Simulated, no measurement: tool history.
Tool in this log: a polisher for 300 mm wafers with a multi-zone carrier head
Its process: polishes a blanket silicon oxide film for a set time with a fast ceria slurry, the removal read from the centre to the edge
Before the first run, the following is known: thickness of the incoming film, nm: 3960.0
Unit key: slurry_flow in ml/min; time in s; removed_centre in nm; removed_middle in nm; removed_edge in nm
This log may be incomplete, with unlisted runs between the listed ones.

run,hour,slurry_flow,centre_zone,middle_zone,edge_zone,time,removed_centre,removed_middle,removed_edge
1,0,230,1,1,1,72,677,694.13,647.29
2,0.6,235,0.99,0.99,1.05,78,714.26,739.24,725.39
3,3.5,245,1,1,1.09,82,757.52,794.83,785.77
4,8.5,245,1,1,1.04,82,771.44,776.15,748.99
5,17.4,245,1,0.97,1.04,82,771.06,774.51,762.41
6,21.5,245,0.92,0.97,1.04,82,688.83,766.51,761.81
7,25,250,0.94,0.98,1.08,85,746.94,812.61,802.78
8,33.4,250,0.95,0.98,1.11,87,755.55,811.78,846.96
9,41,260,0.96,1,1.13,88,783.15,855.16,842.62

Run 10, settings as shown, results not yet in. Your forecast:
10,47.6,255,0.96,0.99,1.14,90,?,?,?

{"run 10": {"removed_centre": 809.8, "removed_middle": 837.66, "removed_edge": 878.87}}
